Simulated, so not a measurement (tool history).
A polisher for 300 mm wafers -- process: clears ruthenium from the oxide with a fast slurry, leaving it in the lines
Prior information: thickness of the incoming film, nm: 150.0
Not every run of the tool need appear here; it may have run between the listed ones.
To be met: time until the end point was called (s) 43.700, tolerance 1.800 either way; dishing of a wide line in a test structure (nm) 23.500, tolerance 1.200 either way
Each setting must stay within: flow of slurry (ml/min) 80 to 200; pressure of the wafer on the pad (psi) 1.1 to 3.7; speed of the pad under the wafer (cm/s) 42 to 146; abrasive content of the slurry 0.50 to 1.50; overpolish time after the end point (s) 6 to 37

run,hour,flow of slurry (ml/min),pressure of the wafer on the pad (psi),speed of the pad under the wafer (cm/s),abrasive content of the slurry,overpolish time after the end point (s),time until the end point was called (s),dishing of a wide line in a test structure (nm)
1,0.0,130,2.4,94,1.00,19,44.493,49.000
2,8.7,140,2.3,94,1.00,15,45.285,39.046
3,12.4,140,2.3,94,0.90,15,48.165,37.915
4,16.9,155,2.1,94,1.00,12,49.088,31.628
5,19.5,170,2.0,94,1.10,10,48.334,26.950
6,26.7,170,2.0,94,1.10,6,48.185,16.482
7,29.3,155,2.3,94,1.10,9,43.270,26.618
8,33.2,175,2.2,94,1.10,9,43.755,26.972
9,41.9,170,2.2,94,1.10,9,44.358,26.030
10,48.8,165,2.3,94,1.10,6,42.607,18.526

Next run, 4 choices. One meets every target within its allowed miss, the rest don't. Which?
A,55.7,170,2.1,108,1.05,9,?,?
B,55.7,160,2.0,112,1.15,8,?,?
C,55.7,150,2.3,100,1.05,6,?,?
D,55.7,150,2.1,96,1.20,8,?,?

move,time until the end point was called (s),dishing of a wide line in a test structure (nm)
A,40.514,28.063
B,39.587,25.733
C,41.198,18.965
D,43.818,23.428
A: pushes the last run's worst result past its target
B: pushes the last run's worst result past its target
C: nearer than the last run, and not there yet
D: in spec on every target
The right move is D.
